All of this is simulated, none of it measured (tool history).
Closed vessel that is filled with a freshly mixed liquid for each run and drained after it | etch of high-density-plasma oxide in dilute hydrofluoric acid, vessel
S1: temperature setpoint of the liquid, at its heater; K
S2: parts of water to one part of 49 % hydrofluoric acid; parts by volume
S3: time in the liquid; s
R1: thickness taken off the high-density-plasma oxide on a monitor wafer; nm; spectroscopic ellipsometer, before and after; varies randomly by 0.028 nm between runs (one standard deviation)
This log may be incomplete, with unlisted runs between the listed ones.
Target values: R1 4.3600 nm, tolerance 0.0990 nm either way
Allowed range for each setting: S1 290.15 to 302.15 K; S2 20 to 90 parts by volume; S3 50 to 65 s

run,hour,S1,S2,S3,R1
1,0.0,294.15,50,65,6.5725
2,8.4,293.65,50,65,6.4021
3,16.9,293.15,50,65,6.2823
4,22.0,293.15,35,65,9.1387
5,27.6,292.65,40,65,7.8318
6,32.8,292.65,30,65,10.5770
7,36.6,292.15,35,65,8.8228
8,38.5,291.65,40,65,7.4152
9,44.2,290.65,50,65,5.6344
10,49.2,290.15,60,65,4.5925
11,57.6,290.15,60,60,4.1998

Which one of the following 4 next-run settings gets every result inside its allowed miss? There is exactly one.
A,66.0,291.15,55,50,?
B,66.0,291.15,70,65,?
C,66.0,290.15,60,55,?
D,66.0,293.15,60,55,?

move,R1
A,3.9987
B,4.0159
C,3.8403
D,4.3651
A: misses by more than the last run did
B: misses by more than the last run did
C: misses by more than the last run did
D: all results in spec
Move D is the one to make.
